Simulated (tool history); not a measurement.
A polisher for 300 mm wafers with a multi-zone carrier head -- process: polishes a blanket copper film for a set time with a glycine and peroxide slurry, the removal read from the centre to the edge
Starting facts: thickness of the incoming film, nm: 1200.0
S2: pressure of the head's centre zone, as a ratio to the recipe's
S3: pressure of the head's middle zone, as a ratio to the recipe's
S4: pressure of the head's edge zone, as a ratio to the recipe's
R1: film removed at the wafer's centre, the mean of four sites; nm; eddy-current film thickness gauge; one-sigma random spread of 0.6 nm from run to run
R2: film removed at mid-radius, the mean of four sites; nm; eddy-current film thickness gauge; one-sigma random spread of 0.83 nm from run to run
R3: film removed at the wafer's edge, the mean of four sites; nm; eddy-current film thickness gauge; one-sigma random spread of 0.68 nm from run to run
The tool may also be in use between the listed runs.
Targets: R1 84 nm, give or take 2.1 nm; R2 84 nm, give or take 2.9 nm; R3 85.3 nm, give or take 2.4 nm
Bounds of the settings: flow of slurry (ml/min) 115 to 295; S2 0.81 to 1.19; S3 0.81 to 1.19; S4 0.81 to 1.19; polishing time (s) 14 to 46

run 1 day=0 | flow_of_slurry_(ml/min)=190 S2=1 S3=1 S4=1 polishing_time_(s)=30 | R1=143.89 R2=136.49 R3=142.84
run 2 day=0.279 | flow_of_slurry_(ml/min)=235 S2=1 S3=1 S4=1 polishing_time_(s)=30 | R1=145.43 R2=139.46 R3=143.35
run 3 day=0.404 | flow_of_slurry_(ml/min)=235 S2=1 S3=1 S4=0.93 polishing_time_(s)=30 | R1=145.67 R2=139.71 R3=139.65
run 4 day=0.567 | flow_of_slurry_(ml/min)=235 S2=0.96 S3=1 S4=0.93 polishing_time_(s)=30 | R1=140.68 R2=140.44 R3=143.21
run 5 day=0.854 | flow_of_slurry_(ml/min)=235 S2=0.96 S3=1 S4=0.92 polishing_time_(s)=27 | R1=125.38 R2=123.57 R3=125.13
run 6 day=0.929 | flow_of_slurry_(ml/min)=235 S2=0.96 S3=1 S4=0.97 polishing_time_(s)=27 | R1=126.45 R2=125.25 R3=128.14
run 7 day=0.975 | flow_of_slurry_(ml/min)=235 S2=0.95 S3=1 S4=0.96 polishing_time_(s)=25 | R1=116.42 R2=116.76 R3=120.5
run 8 day=1.129 | flow_of_slurry_(ml/min)=235 S2=0.95 S3=1 S4=0.94 polishing_time_(s)=23 | R1=106.56 R2=108.52 R3=108.22
run 9 day=1.167 | flow_of_slurry_(ml/min)=230 S2=0.94 S3=0.99 S4=0.92 polishing_time_(s)=22 | R1=99.899 R2=103.9 R3=103.9
run 10 day=1.462 | flow_of_slurry_(ml/min)=225 S2=0.94 S3=0.97 S4=0.9 polishing_time_(s)=21 | R1=96.295 R2=95.95 R3=96.614
run 11 day=1.588 | flow_of_slurry_(ml/min)=215 S2=0.93 S3=0.96 S4=0.88 polishing_time_(s)=21 | R1=94.332 R2=93.835 R3=97.649
run 12 day=1.917 | flow_of_slurry_(ml/min)=210 S2=0.93 S3=0.96 S4=0.87 polishing_time_(s)=21 | R1=94.331 R2=95.001 R3=96.524
run 13 day=2.2 | flow_of_slurry_(ml/min)=205 S2=0.93 S3=0.95 S4=0.86 polishing_time_(s)=21 | R1=94.406 R2=94.344 R3=95.597
run 14 day=2.446 | flow_of_slurry_(ml/min)=200 S2=0.93 S3=0.94 S4=0.85 polishing_time_(s)=21 | R1=93.83 R2=92.041 R3=94.847
run 15 day=2.792 | flow_of_slurry_(ml/min)=195 S2=0.93 S3=0.94 S4=0.84 polishing_time_(s)=21 | R1=93.095 R2=92.555 R3=93.568
run 16 day=2.896 | flow_of_slurry_(ml/min)=190 S2=0.93 S3=0.94 S4=0.83 polishing_time_(s)=21 | R1=94.407 R2=92.825 R3=93.754
run 17 day=2.971 | flow_of_slurry_(ml/min)=185 S2=0.92 S3=0.93 S4=0.82 polishing_time_(s)=20 | R1=87.617 R2=86.83 R3=90.783

Which one of the following 4 next-run settings gets every result inside its allowed miss? There is exactly one.
run A day=3.046 | flow_of_slurry_(ml/min)=210 S2=0.98 S3=0.97 S4=0.81 polishing_time_(s)=18 | R1=? R2=? R3=?
run B day=3.046 | flow_of_slurry_(ml/min)=200 S2=0.96 S3=0.95 S4=0.81 polishing_time_(s)=19 | R1=? R2=? R3=?
run C day=3.046 | flow_of_slurry_(ml/min)=205 S2=0.93 S3=1.11 S4=0.84 polishing_time_(s)=19 | R1=? R2=? R3=?
run D day=3.046 | flow_of_slurry_(ml/min)=195 S2=0.91 S3=0.95 S4=0.83 polishing_time_(s)=19 | R1=? R2=? R3=?

move=A R1=86.024 R2=80.606 R3=80.968
move=B R1=88.823 R2=83.403 R3=85.209
move=C R1=86.836 R2=94.152 R3=86.22
move=D R1=84.79 R2=83.228 R3=85.753
A: moves the result that the last run missed by most past its target, out the other side
B: corrects the largest miss of the last run, while another result sits out of spec
C: corrects the largest miss of the last run, while another result sits out of spec
D: every result lands within tolerance
So the answer is move D, the one that meets all the targets.

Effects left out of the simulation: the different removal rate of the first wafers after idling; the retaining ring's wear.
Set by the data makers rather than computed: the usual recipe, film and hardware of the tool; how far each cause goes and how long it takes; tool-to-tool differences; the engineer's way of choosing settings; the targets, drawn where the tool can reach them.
